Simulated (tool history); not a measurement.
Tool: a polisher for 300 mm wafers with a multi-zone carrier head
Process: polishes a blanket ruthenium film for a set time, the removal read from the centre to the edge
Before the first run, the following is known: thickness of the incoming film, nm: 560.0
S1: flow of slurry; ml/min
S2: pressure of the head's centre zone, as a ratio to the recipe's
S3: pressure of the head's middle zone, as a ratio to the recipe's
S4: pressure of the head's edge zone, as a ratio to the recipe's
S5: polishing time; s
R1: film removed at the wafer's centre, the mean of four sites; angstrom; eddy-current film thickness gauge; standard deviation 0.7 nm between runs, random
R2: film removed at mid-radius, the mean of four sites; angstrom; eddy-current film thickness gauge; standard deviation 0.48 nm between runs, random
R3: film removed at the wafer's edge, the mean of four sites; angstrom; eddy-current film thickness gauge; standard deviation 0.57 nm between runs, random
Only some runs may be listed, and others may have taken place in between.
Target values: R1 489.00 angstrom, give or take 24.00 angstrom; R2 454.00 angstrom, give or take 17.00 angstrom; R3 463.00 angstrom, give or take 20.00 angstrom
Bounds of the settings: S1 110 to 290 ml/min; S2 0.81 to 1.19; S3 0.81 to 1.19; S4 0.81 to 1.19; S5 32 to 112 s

run,hour,S1,S2,S3,S4,S5,R1,R2,R3
1,0.0,185,1.00,1.00,1.00,72,597.54,593.75,613.48
2,8.9,180,1.01,0.98,0.96,67,563.94,559.06,545.54
3,17.7,180,1.01,0.95,0.96,67,572.41,534.87,549.87
4,25.4,165,1.01,0.95,0.96,67,555.24,530.52,544.34
5,30.0,165,1.01,0.95,0.90,67,569.61,528.39,527.07
6,35.6,205,1.01,0.95,0.90,67,569.49,533.16,525.34
7,40.8,205,0.99,0.93,0.89,65,539.32,518.53,524.00
8,43.0,205,0.99,0.92,0.88,63,534.36,493.21,499.75
9,45.1,205,0.98,0.91,0.87,62,511.44,476.77,491.45
10,49.1,205,0.98,0.91,0.86,61,513.35,476.68,484.07

4 candidate next runs follow, results not yet known. Just one meets every target within its allowed miss. Identify it.
A,53.1,195,0.88,0.89,0.94,65,?,?,?
B,53.1,230,1.06,0.86,0.94,61,?,?,?
C,53.1,190,1.13,0.96,0.84,57,?,?,?
D,53.1,235,0.95,0.87,0.82,60,?,?,?

move,R1,R2,R3
A,494.13,500.67,533.09
B,564.39,463.19,506.03
C,550.82,466.00,442.90
D,500.34,461.16,468.45
A: its largest miss is bigger than the last run's
B: brings the last run's worst result on target, with another outside its allowed miss
C: brings the last run's worst result on target, with another outside its allowed miss
D: in spec on every target
D meets every target.

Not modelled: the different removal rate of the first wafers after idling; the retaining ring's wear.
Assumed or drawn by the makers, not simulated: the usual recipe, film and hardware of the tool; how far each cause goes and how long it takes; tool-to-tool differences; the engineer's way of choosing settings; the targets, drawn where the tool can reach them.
